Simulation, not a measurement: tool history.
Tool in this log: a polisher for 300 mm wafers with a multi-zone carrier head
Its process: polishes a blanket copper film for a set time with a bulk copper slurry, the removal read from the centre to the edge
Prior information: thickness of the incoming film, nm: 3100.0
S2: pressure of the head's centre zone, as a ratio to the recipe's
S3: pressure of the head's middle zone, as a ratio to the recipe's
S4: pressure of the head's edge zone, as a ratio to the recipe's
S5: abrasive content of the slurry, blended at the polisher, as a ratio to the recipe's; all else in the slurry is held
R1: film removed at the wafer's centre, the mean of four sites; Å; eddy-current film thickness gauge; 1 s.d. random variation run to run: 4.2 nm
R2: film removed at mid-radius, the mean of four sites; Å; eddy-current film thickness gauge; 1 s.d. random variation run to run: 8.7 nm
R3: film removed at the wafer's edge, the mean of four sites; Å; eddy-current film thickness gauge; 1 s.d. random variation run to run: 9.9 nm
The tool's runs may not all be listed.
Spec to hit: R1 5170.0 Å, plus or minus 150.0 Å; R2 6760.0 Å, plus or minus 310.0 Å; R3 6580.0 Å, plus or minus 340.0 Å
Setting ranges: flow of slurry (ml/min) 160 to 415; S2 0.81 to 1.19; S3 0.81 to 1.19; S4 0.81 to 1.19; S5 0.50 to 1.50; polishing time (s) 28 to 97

{"run": 1, "hour": 0.0, "flow of slurry (ml/min)": 265, "S2": 1.0, "S3": 1.0, "S4": 1.0, "S5": 1.0, "polishing time (s)": 62, "R1": 10248.0, "R2": 10393.0, "R3": 10095.0}
{"run": 2, "hour": 2.6, "flow of slurry (ml/min)": 265, "S2": 1.0, "S3": 1.0, "S4": 1.0, "S5": 1.0, "polishing time (s)": 47, "R1": 7628.7, "R2": 7886.3, "R3": 7666.0}
{"run": 3, "hour": 5.4, "flow of slurry (ml/min)": 200, "S2": 1.0, "S3": 1.0, "S4": 1.0, "S5": 1.0, "polishing time (s)": 47, "R1": 7387.2, "R2": 7423.3, "R3": 7600.5}
{"run": 4, "hour": 11.6, "flow of slurry (ml/min)": 200, "S2": 1.0, "S3": 1.0, "S4": 1.0, "S5": 0.85, "polishing time (s)": 47, "R1": 7129.6, "R2": 7399.2, "R3": 7350.7}
{"run": 5, "hour": 16.9, "flow of slurry (ml/min)": 200, "S2": 1.0, "S3": 1.0, "S4": 1.0, "S5": 0.95, "polishing time (s)": 47, "R1": 7304.1, "R2": 7332.3, "R3": 7331.7}
{"run": 6, "hour": 19.2, "flow of slurry (ml/min)": 200, "S2": 0.96, "S3": 1.0, "S4": 1.0, "S5": 0.9, "polishing time (s)": 46, "R1": 6756.6, "R2": 7320.4, "R3": 7370.9}
{"run": 7, "hour": 24.1, "flow of slurry (ml/min)": 200, "S2": 0.94, "S3": 0.99, "S4": 0.99, "S5": 0.8, "polishing time (s)": 45, "R1": 6340.9, "R2": 7073.0, "R3": 6795.9}
{"run": 8, "hour": 27.3, "flow of slurry (ml/min)": 195, "S2": 0.91, "S3": 0.99, "S4": 1.0, "S5": 0.8, "polishing time (s)": 45, "R1": 6126.3, "R2": 6810.6, "R3": 7022.6}
{"run": 9, "hour": 29.1, "flow of slurry (ml/min)": 195, "S2": 0.89, "S3": 1.0, "S4": 0.99, "S5": 0.75, "polishing time (s)": 45, "R1": 5853.3, "R2": 6877.4, "R3": 6870.4}

4 candidate next runs follow, results not yet known. Just one meets every target within its allowed miss. Identify it.
{"run": "A", "hour": 30.9, "flow of slurry (ml/min)": 160, "S2": 0.84, "S3": 1.08, "S4": 1.07, "S5": 0.85, "polishing time (s)": 43, "R1": "?", "R2": "?", "R3": "?"}
{"run": "B", "hour": 30.9, "flow of slurry (ml/min)": 260, "S2": 0.83, "S3": 1.19, "S4": 0.84, "S5": 0.5, "polishing time (s)": 43, "R1": "?", "R2": "?", "R3": "?"}
{"run": "C", "hour": 30.9, "flow of slurry (ml/min)": 195, "S2": 0.82, "S3": 1.15, "S4": 1.0, "S5": 0.6, "polishing time (s)": 41, "R1": "?", "R2": "?", "R3": "?"}
{"run": "D", "hour": 30.9, "flow of slurry (ml/min)": 405, "S2": 0.81, "S3": 1.12, "S4": 0.95, "S5": 0.6, "polishing time (s)": 39, "R1": "?", "R2": "?", "R3": "?"}

move=A R1=5155.8 R2=6815.4 R3=6758.5
move=B R1=5073.3 R2=7305.2 R3=5809.2
move=C R1=4703.8 R2=6689.5 R3=6008.6
move=D R1=4855.6 R2=6774.2 R3=5950.3
A: every result lands within tolerance
B: the worst result of the last run now meets its target, but another is out of spec
C: takes the result that was furthest off past its target
D: takes the result that was furthest off past its target
So the answer is move A, the one that meets all the targets.

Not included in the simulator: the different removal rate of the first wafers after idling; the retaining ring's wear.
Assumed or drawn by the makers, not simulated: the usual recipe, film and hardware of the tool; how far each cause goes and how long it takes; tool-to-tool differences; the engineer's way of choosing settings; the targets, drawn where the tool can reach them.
